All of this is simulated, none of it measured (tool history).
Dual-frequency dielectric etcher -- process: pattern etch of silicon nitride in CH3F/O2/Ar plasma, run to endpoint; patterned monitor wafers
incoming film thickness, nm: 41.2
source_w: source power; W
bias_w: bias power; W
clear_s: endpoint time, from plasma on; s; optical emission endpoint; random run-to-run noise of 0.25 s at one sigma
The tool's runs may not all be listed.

{"run": 1, "hour": 0.0, "source_w": 350, "bias_w": 87, "clear_s": 55.121}
{"run": 2, "hour": 5.5, "source_w": 300, "bias_w": 87, "clear_s": 58.999}
{"run": 3, "hour": 8.9, "source_w": 340, "bias_w": 89, "clear_s": 55.708}
{"run": 4, "hour": 15.4, "source_w": 280, "bias_w": 89, "clear_s": 59.991}
{"run": 5, "hour": 21.1, "source_w": 330, "bias_w": 91, "clear_s": 55.976}
{"run": 6, "hour": 25.2, "source_w": 370, "bias_w": 93, "clear_s": 52.764}

Predict the results of run 7:
{"run": 7, "hour": 26.4, "source_w": 400, "bias_w": 94, "clear_s": "?"}

Run 7 yielded clear_s 50.857 s.
